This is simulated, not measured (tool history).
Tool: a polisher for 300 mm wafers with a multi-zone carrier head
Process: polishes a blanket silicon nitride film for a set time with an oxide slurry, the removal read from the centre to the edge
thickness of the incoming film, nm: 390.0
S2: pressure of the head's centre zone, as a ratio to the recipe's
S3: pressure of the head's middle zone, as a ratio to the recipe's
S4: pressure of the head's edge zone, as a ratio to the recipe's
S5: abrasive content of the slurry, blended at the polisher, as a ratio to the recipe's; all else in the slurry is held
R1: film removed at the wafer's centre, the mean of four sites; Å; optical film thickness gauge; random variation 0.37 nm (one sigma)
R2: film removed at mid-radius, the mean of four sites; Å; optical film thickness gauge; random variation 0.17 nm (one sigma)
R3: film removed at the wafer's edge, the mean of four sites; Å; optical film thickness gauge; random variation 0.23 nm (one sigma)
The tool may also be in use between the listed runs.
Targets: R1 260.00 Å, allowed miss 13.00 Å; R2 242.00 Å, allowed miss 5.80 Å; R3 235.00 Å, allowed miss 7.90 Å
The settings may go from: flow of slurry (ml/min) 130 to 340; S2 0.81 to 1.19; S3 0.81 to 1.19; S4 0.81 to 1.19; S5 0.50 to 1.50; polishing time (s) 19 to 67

run 1 hour=0.0 | flow_of_slurry_(ml/min)=220 S2=1.00 S3=1.00 S4=1.00 S5=1.00 polishing_time_(s)=43 | R1=286.45 R2=283.64 R3=297.98
run 2 hour=1.9 | flow_of_slurry_(ml/min)=220 S2=1.00 S3=1.08 S4=1.00 S5=1.00 polishing_time_(s)=43 | R1=283.52 R2=297.19 R3=298.63
run 3 hour=8.8 | flow_of_slurry_(ml/min)=220 S2=0.96 S3=1.08 S4=1.00 S5=1.00 polishing_time_(s)=43 | R1=283.77 R2=299.04 R3=295.12
run 4 hour=14.7 | flow_of_slurry_(ml/min)=225 S2=0.97 S3=1.07 S4=0.97 S5=0.95 polishing_time_(s)=43 | R1=276.60 R2=293.82 R3=284.13
run 5 hour=23.3 | flow_of_slurry_(ml/min)=225 S2=0.97 S3=1.07 S4=0.97 S5=0.95 polishing_time_(s)=49 | R1=315.67 R2=330.35 R3=328.12
run 6 hour=26.9 | flow_of_slurry_(ml/min)=225 S2=0.98 S3=1.06 S4=0.95 S5=0.90 polishing_time_(s)=49 | R1=315.70 R2=321.74 R3=310.82
run 7 hour=34.4 | flow_of_slurry_(ml/min)=220 S2=0.97 S3=1.04 S4=0.94 S5=0.85 polishing_time_(s)=49 | R1=301.21 R2=314.69 R3=305.27
run 8 hour=36.9 | flow_of_slurry_(ml/min)=220 S2=0.98 S3=1.02 S4=0.93 S5=0.80 polishing_time_(s)=49 | R1=298.70 R2=300.77 R3=296.74
run 9 hour=39.5 | flow_of_slurry_(ml/min)=220 S2=0.98 S3=1.01 S4=0.92 S5=0.75 polishing_time_(s)=49 | R1=288.11 R2=287.86 R3=288.08
run 10 hour=41.2 | flow_of_slurry_(ml/min)=220 S2=0.99 S3=1.01 S4=0.91 S5=0.70 polishing_time_(s)=49 | R1=284.50 R2=279.10 R3=274.34
run 11 hour=45.3 | flow_of_slurry_(ml/min)=215 S2=0.99 S3=1.00 S4=0.90 S5=0.70 polishing_time_(s)=49 | R1=280.59 R2=276.04 R3=274.50
run 12 hour=52.8 | flow_of_slurry_(ml/min)=210 S2=1.00 S3=1.00 S4=0.89 S5=0.70 polishing_time_(s)=49 | R1=281.85 R2=278.46 R3=273.51
run 13 hour=57.9 | flow_of_slurry_(ml/min)=210 S2=1.01 S3=0.99 S4=0.88 S5=0.65 polishing_time_(s)=49 | R1=276.86 R2=265.98 R3=263.03
run 14 hour=60.6 | flow_of_slurry_(ml/min)=205 S2=1.01 S3=0.99 S4=0.87 S5=0.65 polishing_time_(s)=49 | R1=283.24 R2=264.12 R3=259.92
run 15 hour=67.9 | flow_of_slurry_(ml/min)=200 S2=1.01 S3=0.99 S4=0.86 S5=0.65 polishing_time_(s)=49 | R1=275.61 R2=265.72 R3=259.57
run 16 hour=71.1 | flow_of_slurry_(ml/min)=200 S2=1.01 S3=0.99 S4=0.85 S5=0.65 polishing_time_(s)=49 | R1=273.39 R2=266.40 R3=256.47
run 17 hour=77.6 | flow_of_slurry_(ml/min)=195 S2=1.01 S3=0.98 S4=0.84 S5=0.65 polishing_time_(s)=49 | R1=270.91 R2=260.93 R3=252.13
run 18 hour=82.4 | flow_of_slurry_(ml/min)=190 S2=1.01 S3=0.98 S4=0.84 S5=0.65 polishing_time_(s)=49 | R1=270.22 R2=263.58 R3=254.81
run 19 hour=89.3 | flow_of_slurry_(ml/min)=185 S2=1.03 S3=0.96 S4=0.82 S5=0.60 polishing_time_(s)=49 | R1=265.57 R2=247.45 R3=241.52

Which of these 4 next moves meets every target?
run A hour=96.2 | flow_of_slurry_(ml/min)=210 S2=0.98 S3=0.97 S4=0.87 S5=0.55 polishing_time_(s)=51 | R1=? R2=? R3=?
run B hour=96.2 | flow_of_slurry_(ml/min)=155 S2=1.08 S3=1.03 S4=0.81 S5=0.60 polishing_time_(s)=50 | R1=? R2=? R3=?
run C hour=96.2 | flow_of_slurry_(ml/min)=145 S2=1.06 S3=0.99 S4=0.83 S5=0.50 polishing_time_(s)=53 | R1=? R2=? R3=?
run D hour=96.2 | flow_of_slurry_(ml/min)=210 S2=0.96 S3=0.99 S4=0.86 S5=0.55 polishing_time_(s)=51 | R1=? R2=? R3=?

move=A R1=260.29 R2=256.59 R3=255.47
move=B R1=274.55 R2=255.95 R3=241.72
move=C R1=259.12 R2=240.88 R3=236.61
move=D R1=254.96 R2=259.76 R3=254.10
A: further off than the last run
B: further off than the last run
C: meets every target
D: further off than the last run
The right move is C.
